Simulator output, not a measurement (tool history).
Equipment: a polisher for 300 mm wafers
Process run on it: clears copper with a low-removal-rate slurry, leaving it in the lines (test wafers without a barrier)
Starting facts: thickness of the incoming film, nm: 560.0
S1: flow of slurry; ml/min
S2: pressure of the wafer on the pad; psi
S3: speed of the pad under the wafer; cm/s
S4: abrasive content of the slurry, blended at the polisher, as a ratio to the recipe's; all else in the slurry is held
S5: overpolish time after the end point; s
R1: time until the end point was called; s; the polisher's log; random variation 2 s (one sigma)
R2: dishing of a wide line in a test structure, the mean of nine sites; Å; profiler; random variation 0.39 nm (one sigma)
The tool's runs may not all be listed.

run,day,S1,S2,S3,S4,S5,R1,R2
1,0,195,4,140,1,28,101.54,1005.9
2,0.25,195,4,170,1,28,85.174,1147
3,0.592,205,3.4,146,1,23,113.02,765.57
4,0.65,205,2.9,134,1,21,146.9,576.91
5,0.858,205,2.9,134,1,13,146.37,387.44
6,1.2,190,2.6,134,1,15,165.39,388.31
7,1.225,170,2.5,134,1,16,172.88,398.55

Predict the results of run 8:
8,1.504,155,2.4,134,1,17,?,?

{"run 8": {"R1": 182.76, "R2": 400.48}}
